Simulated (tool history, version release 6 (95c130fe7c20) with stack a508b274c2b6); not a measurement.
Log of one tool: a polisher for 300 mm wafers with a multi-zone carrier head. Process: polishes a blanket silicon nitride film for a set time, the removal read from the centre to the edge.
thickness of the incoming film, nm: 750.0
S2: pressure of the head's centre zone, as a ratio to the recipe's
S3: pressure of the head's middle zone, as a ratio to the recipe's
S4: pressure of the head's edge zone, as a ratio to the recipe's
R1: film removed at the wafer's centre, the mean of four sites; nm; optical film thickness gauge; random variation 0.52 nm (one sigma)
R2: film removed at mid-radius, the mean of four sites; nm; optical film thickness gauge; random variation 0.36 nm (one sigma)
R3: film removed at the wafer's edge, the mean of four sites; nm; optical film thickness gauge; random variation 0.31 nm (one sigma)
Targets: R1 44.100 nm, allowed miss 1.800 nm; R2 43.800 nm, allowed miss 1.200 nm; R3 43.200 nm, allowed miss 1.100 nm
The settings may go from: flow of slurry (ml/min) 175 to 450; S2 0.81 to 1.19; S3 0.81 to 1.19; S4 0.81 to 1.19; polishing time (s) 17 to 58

{"run": 1, "hour": 0.0, "flow of slurry (ml/min)": 290, "S2": 1.0, "S3": 1.0, "S4": 1.0, "polishing time (s)": 37, "R1": 51.688, "R2": 51.939, "R3": 51.93}
{"run": 2, "hour": 6.0, "flow of slurry (ml/min)": 245, "S2": 1.0, "S3": 1.0, "S4": 1.0, "polishing time (s)": 37, "R1": 51.401, "R2": 49.962, "R3": 50.223}
{"run": 3, "hour": 9.0, "flow of slurry (ml/min)": 245, "S2": 1.0, "S3": 1.0, "S4": 1.0, "polishing time (s)": 28, "R1": 39.194, "R2": 37.824, "R3": 37.886}
{"run": 4, "hour": 12.7, "flow of slurry (ml/min)": 270, "S2": 1.01, "S3": 1.01, "S4": 1.01, "polishing time (s)": 28, "R1": 40.53, "R2": 38.456, "R3": 38.569}
{"run": 5, "hour": 19.9, "flow of slurry (ml/min)": 270, "S2": 1.01, "S3": 1.04, "S4": 1.01, "polishing time (s)": 28, "R1": 38.674, "R2": 39.943, "R3": 38.796}
{"run": 6, "hour": 25.9, "flow of slurry (ml/min)": 290, "S2": 1.02, "S3": 1.04, "S4": 1.02, "polishing time (s)": 28, "R1": 40.302, "R2": 39.866, "R3": 38.77}
{"run": 7, "hour": 27.4, "flow of slurry (ml/min)": 305, "S2": 1.02, "S3": 1.04, "S4": 1.04, "polishing time (s)": 28, "R1": 40.897, "R2": 40.333, "R3": 39.931}
{"run": 8, "hour": 31.2, "flow of slurry (ml/min)": 325, "S2": 1.02, "S3": 1.05, "S4": 1.05, "polishing time (s)": 28, "R1": 42.284, "R2": 41.257, "R3": 40.535}
{"run": 9, "hour": 39.3, "flow of slurry (ml/min)": 335, "S2": 1.01, "S3": 1.05, "S4": 1.06, "polishing time (s)": 28, "R1": 41.428, "R2": 41.49, "R3": 39.731}

4 next moves are on the table. One of them brings every result within its allowed miss. Which?
{"run": "A", "hour": 47.4, "flow of slurry (ml/min)": 260, "S2": 1.01, "S3": 1.04, "S4": 1.03, "polishing time (s)": 31, "R1": "?", "R2": "?", "R3": "?"}
{"run": "B", "hour": 47.4, "flow of slurry (ml/min)": 215, "S2": 0.94, "S3": 0.98, "S4": 1.16, "polishing time (s)": 30, "R1": "?", "R2": "?", "R3": "?"}
{"run": "C", "hour": 47.4, "flow of slurry (ml/min)": 325, "S2": 1.03, "S3": 0.9, "S4": 1.15, "polishing time (s)": 29, "R1": "?", "R2": "?", "R3": "?"}
{"run": "D", "hour": 47.4, "flow of slurry (ml/min)": 450, "S2": 1.19, "S3": 1.19, "S4": 1.08, "polishing time (s)": 25, "R1": "?", "R2": "?", "R3": "?"}

move=A R1=44.170 R2=44.026 R3=42.855
move=B R1=38.574 R2=39.455 R3=42.983
move=C R1=43.267 R2=37.374 R3=43.059
move=D R1=44.491 R2=41.887 R3=36.640
A: meets every target
B: brings the result that was furthest off to its target, and leaves another outside
C: brings the result that was furthest off to its target, and leaves another outside
D: further off than the last run
The right move is A.
